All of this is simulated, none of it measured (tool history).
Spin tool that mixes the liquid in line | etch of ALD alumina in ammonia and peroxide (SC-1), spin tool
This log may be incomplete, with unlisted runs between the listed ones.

run  hour  temperature setpoint of the liquid (K)  parts of 29 % ammonia solution to one part of 30 % peroxide (parts by volume)  time under the liquid (s)  thickness taken off the ALD alumina on a monitor wafer (Å)
  1     0                                  331.15                                                                           0.65                         60                                                      45.143
  2   0.5                                  331.15                                                                            0.8                         60                                                       45.93
  3   8.1                                  324.15                                                                            0.8                         60                                                      31.738
  4  14.1                                  324.15                                                                           0.95                         60                                                      32.035
  5  18.3                                  326.65                                                                           0.95                         60                                                       36.79
  6  25.2                                  322.15                                                                           0.95                         60                                                      28.817
  7  29.5                                  325.15                                                                           0.95                         60                                                      34.165

The next listed run, before its measurement:
  8  34.5                                  327.15                                                                           0.95                         60                                                           ?

{"run 8": {"thickness taken off the ALD alumina on a monitor wafer (Å)": 37.972}}
